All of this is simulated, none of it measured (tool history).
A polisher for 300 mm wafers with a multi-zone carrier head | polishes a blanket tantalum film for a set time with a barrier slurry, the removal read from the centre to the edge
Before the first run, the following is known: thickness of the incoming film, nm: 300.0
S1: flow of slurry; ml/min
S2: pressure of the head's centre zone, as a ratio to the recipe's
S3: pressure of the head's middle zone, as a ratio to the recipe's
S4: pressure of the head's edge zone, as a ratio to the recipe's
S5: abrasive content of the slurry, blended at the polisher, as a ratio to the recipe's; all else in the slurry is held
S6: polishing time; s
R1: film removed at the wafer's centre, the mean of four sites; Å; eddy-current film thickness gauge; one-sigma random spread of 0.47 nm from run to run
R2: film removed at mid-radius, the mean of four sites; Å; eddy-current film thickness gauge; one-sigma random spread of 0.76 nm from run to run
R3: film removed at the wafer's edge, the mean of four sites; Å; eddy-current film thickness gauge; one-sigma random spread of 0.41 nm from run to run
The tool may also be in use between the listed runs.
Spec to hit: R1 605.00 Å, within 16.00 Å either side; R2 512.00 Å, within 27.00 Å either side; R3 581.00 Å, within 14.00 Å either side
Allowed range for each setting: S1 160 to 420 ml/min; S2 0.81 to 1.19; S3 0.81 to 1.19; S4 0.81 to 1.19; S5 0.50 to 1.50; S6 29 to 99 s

{"run": 1, "hour": 0.0, "S1": 270, "S2": 1.0, "S3": 1.0, "S4": 1.0, "S5": 1.0, "S6": 64, "R1": 1123.3, "R2": 1092.7, "R3": 1107.9}
{"run": 2, "hour": 2.3, "S1": 305, "S2": 1.0, "S3": 1.0, "S4": 1.0, "S5": 1.0, "S6": 64, "R1": 1155.6, "R2": 1117.0, "R3": 1125.0}
{"run": 3, "hour": 3.6, "S1": 305, "S2": 1.0, "S3": 1.03, "S4": 1.0, "S5": 1.0, "S6": 64, "R1": 1146.0, "R2": 1147.0, "R3": 1134.1}
{"run": 4, "hour": 6.2, "S1": 305, "S2": 1.0, "S3": 1.03, "S4": 1.0, "S5": 1.0, "S6": 73, "R1": 1329.5, "R2": 1302.2, "R3": 1302.3}
{"run": 5, "hour": 9.7, "S1": 305, "S2": 1.0, "S3": 1.03, "S4": 1.0, "S5": 1.2, "S6": 73, "R1": 1385.2, "R2": 1331.7, "R3": 1372.9}
{"run": 6, "hour": 17.0, "S1": 305, "S2": 1.05, "S3": 1.03, "S4": 1.0, "S5": 1.2, "S6": 73, "R1": 1468.8, "R2": 1357.8, "R3": 1358.4}
{"run": 7, "hour": 17.9, "S1": 280, "S2": 1.04, "S3": 0.96, "S4": 1.02, "S5": 1.0, "S6": 60, "R1": 1097.0, "R2": 995.39, "R3": 1064.3}
{"run": 8, "hour": 23.1, "S1": 260, "S2": 1.04, "S3": 0.91, "S4": 1.01, "S5": 0.85, "S6": 51, "R1": 864.16, "R2": 760.52, "R3": 836.76}
{"run": 9, "hour": 27.8, "S1": 215, "S2": 1.01, "S3": 0.81, "S4": 0.91, "S5": 0.6, "S6": 41, "R1": 552.14, "R2": 446.52, "R3": 516.43}
{"run": 10, "hour": 28.8, "S1": 250, "S2": 1.01, "S3": 0.82, "S4": 0.93, "S5": 0.6, "S6": 41, "R1": 568.67, "R2": 449.83, "R3": 536.86}
{"run": 11, "hour": 37.4, "S1": 265, "S2": 1.01, "S3": 0.85, "S4": 0.94, "S5": 0.6, "S6": 41, "R1": 566.32, "R2": 485.32, "R3": 544.37}
{"run": 12, "hour": 39.1, "S1": 265, "S2": 1.02, "S3": 0.85, "S4": 0.96, "S5": 0.6, "S6": 41, "R1": 568.03, "R2": 484.03, "R3": 541.92}
{"run": 13, "hour": 41.2, "S1": 265, "S2": 1.03, "S3": 0.85, "S4": 0.99, "S5": 0.6, "S6": 41, "R1": 578.01, "R2": 481.55, "R3": 552.05}
{"run": 14, "hour": 47.7, "S1": 265, "S2": 1.04, "S3": 0.86, "S4": 1.01, "S5": 0.6, "S6": 41, "R1": 591.53, "R2": 483.64, "R3": 559.69}
{"run": 15, "hour": 51.7, "S1": 270, "S2": 1.04, "S3": 0.87, "S4": 1.03, "S5": 0.6, "S6": 41, "R1": 583.15, "R2": 488.04, "R3": 557.17}
{"run": 16, "hour": 54.1, "S1": 270, "S2": 1.04, "S3": 0.87, "S4": 1.03, "S5": 0.6, "S6": 41, "R1": 585.79, "R2": 480.99, "R3": 567.89}
{"run": 17, "hour": 60.9, "S1": 275, "S2": 1.05, "S3": 0.89, "S4": 1.03, "S5": 0.6, "S6": 41, "R1": 590.7, "R2": 502.42, "R3": 567.59}

Which of these 4 next moves meets every target?
{"run": "A", "hour": 67.7, "S1": 255, "S2": 1.06, "S3": 0.97, "S4": 0.91, "S5": 0.65, "S6": 39, "R1": "?", "R2": "?", "R3": "?"}
{"run": "B", "hour": 67.7, "S1": 300, "S2": 1.01, "S3": 0.85, "S4": 0.97, "S5": 0.7, "S6": 39, "R1": "?", "R2": "?", "R3": "?"}
{"run": "C", "hour": 67.7, "S1": 260, "S2": 0.99, "S3": 0.87, "S4": 1.14, "S5": 0.5, "S6": 48, "R1": "?", "R2": "?", "R3": "?"}
{"run": "D", "hour": 67.7, "S1": 275, "S2": 1.0, "S3": 0.87, "S4": 1.09, "S5": 0.65, "S6": 39, "R1": "?", "R2": "?", "R3": "?"}

move=A R1=585.48 R2=530.38 R3=526.79
move=B R1=593.59 R2=510.09 R3=575.28
move=C R1=557.92 R2=498.54 R3=600.82
move=D R1=557.36 R2=492.67 R3=579.38
A: lands further from the targets than the last run did
B: each result inside its tolerance
C: takes the result that was furthest off past its target
D: brings the result that was furthest off to its target, and leaves another outside
B meets every target.

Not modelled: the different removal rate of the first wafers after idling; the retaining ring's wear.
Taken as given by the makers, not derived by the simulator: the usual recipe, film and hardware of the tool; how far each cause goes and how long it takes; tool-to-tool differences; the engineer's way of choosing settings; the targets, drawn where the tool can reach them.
